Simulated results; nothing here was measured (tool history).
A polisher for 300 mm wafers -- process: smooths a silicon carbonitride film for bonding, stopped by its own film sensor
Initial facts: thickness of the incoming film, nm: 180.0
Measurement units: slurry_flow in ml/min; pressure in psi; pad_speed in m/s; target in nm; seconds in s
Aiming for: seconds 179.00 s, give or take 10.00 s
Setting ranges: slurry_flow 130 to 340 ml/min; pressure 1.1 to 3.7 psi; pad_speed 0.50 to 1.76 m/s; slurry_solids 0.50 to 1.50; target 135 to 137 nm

run	hour	slurry_flow	pressure	pad_speed	slurry_solids	target	seconds
1	0.0	220	2.4	1.12	1.00	137	133.14
2	3.0	220	2.4	1.12	0.85	137	139.26
3	5.9	220	2.8	1.12	0.85	137	130.28
4	12.8	220	2.8	1.26	0.85	137	118.08
5	13.6	220	2.8	1.26	0.85	137	114.25
6	14.5	220	2.8	1.26	0.85	137	116.52
7	15.5	220	2.5	1.22	0.85	137	132.22
8	21.6	220	2.3	1.20	0.85	137	139.45
# hour 27.4: slurry nozzle cleaned
9	27.4	220	2.1	1.18	0.85	137	143.67
10	35.4	220	1.9	1.14	0.85	137	162.11
11	40.2	220	1.8	1.14	0.85	137	166.35

Pick the move, out of 4, that brings all results within their allowed miss; only one does.
A	45.0	220	1.4	1.24	0.85	137	?
B	45.0	280	2.0	1.28	0.75	137	?
C	45.0	180	2.3	1.14	0.80	137	?
D	45.0	285	1.4	1.08	0.90	135	?

move	seconds
A	182.86
B	145.82
C	147.12
D	201.22
A: meets every target
B: its largest miss is bigger than the last run's
C: its largest miss is bigger than the last run's
D: takes the biggest miss from the last run beyond its target
The right move is A.
